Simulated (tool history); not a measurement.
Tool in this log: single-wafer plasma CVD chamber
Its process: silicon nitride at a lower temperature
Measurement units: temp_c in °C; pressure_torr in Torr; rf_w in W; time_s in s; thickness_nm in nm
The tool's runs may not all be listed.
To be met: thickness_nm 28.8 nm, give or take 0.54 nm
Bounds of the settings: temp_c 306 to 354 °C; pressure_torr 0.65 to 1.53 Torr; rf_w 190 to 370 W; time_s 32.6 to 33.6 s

run,day,temp_c,pressure_torr,rf_w,time_s,thickness_nm
1,0,330,1.09,280,32.6,34.815
2,0.296,338,1.09,280,32.6,34.341
3,0.621,338,1.01,280,32.6,33.696
4,0.692,332,1.01,280,32.6,33.594
5,0.767,332,0.98,280,32.6,33.389
6,0.817,332,0.95,280,32.6,33.237
7,0.971,332,0.92,275,32.6,32.316
8,1.129,332,0.89,275,32.6,31.739
9,1.371,332,0.87,275,32.6,31.803
10,1.529,332,0.87,275,32.6,31.986
11,1.562,332,0.85,275,32.6,31.823
12,1.6,332,0.83,275,32.6,31.76
13,1.633,332,0.81,275,32.6,31.501
14,1.775,332,0.8,275,32.6,31.061
15,2.125,332,0.79,275,32.6,31.307
16,2.425,332,0.78,275,32.6,30.882
17,2.588,332,0.77,275,32.6,30.99
18,2.721,332,0.76,275,32.6,30.455
19,2.758,332,0.75,275,32.6,30.47
20,2.833,332,0.75,275,32.6,30.736
21,2.904,332,0.74,275,32.6,30.571
22,3.208,332,0.73,275,32.6,30.181
23,3.246,332,0.72,275,32.6,30.044
24,3.317,332,0.71,275,32.6,29.977
25,3.596,332,0.7,275,32.6,30.091
26,3.871,332,0.69,275,32.6,29.657

5 candidate next runs follow, results not yet known. Just one meets every target within its allowed miss. Identify it.
A,4.146,343,0.83,240,32.6,?
B,4.146,321,0.81,250,32.7,?
C,4.146,339,0.66,285,32.9,?
D,4.146,338,0.79,245,32.6,?
E,4.146,330,0.71,270,33.5,?

move,thickness_nm
A,27.391
B,28.685
C,30.455
D,27.629
E,30.342
A: takes the result that was furthest off past its target
B: every result lands within tolerance
C: misses by more than the last run did
D: takes the result that was furthest off past its target
E: misses by more than the last run did
The move that meets every target is B.
